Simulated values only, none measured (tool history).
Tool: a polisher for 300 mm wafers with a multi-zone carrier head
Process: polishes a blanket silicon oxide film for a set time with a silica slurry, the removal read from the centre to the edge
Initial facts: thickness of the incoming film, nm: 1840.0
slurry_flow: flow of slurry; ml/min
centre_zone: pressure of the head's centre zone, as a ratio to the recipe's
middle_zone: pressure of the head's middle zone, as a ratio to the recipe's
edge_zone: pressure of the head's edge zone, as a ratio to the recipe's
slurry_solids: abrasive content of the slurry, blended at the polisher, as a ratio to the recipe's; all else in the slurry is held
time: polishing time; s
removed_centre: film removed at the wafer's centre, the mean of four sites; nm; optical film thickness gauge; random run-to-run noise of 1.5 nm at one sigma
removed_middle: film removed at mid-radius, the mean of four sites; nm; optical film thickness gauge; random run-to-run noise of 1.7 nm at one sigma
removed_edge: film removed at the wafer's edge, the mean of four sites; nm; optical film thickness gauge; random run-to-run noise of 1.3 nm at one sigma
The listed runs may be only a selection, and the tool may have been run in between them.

| run | hour | slurry_flow | centre_zone | middle_zone | edge_zone | slurry_solids | time | removed_centre | removed_middle | removed_edge |
|---|---|---|---|---|---|---|---|---|---|---|
| 1 | 0.0 | 185 | 1.00 | 1.00 | 1.00 | 1.00 | 75 | 188.65 | 188.47 | 190.50 |
| 2 | 2.2 | 185 | 1.00 | 1.00 | 1.00 | 1.00 | 91 | 229.31 | 228.91 | 231.98 |
| 3 | 9.2 | 185 | 1.00 | 1.00 | 1.00 | 1.10 | 91 | 238.76 | 234.45 | 239.76 |
| 4 | 18.0 | 185 | 1.00 | 1.00 | 0.92 | 1.10 | 91 | 235.27 | 234.50 | 232.70 |
| 5 | 22.8 | 185 | 1.00 | 0.93 | 0.92 | 1.10 | 91 | 235.92 | 222.30 | 234.42 |
| 6 | 28.3 | 185 | 1.06 | 0.93 | 0.92 | 1.10 | 91 | 250.22 | 224.94 | 234.08 |
| 7 | 33.3 | 175 | 1.06 | 0.96 | 0.90 | 1.05 | 91 | 241.89 | 222.79 | 226.91 |

Run 8 has not been measured yet. What should we expect?
| 8 | 36.7 | 175 | 1.06 | 0.99 | 0.88 | 1.00 | 91 | ? | ? | ? |

removed_centre: 236.24 nm
removed_middle: 224.68 nm
removed_edge: 218.87 nm

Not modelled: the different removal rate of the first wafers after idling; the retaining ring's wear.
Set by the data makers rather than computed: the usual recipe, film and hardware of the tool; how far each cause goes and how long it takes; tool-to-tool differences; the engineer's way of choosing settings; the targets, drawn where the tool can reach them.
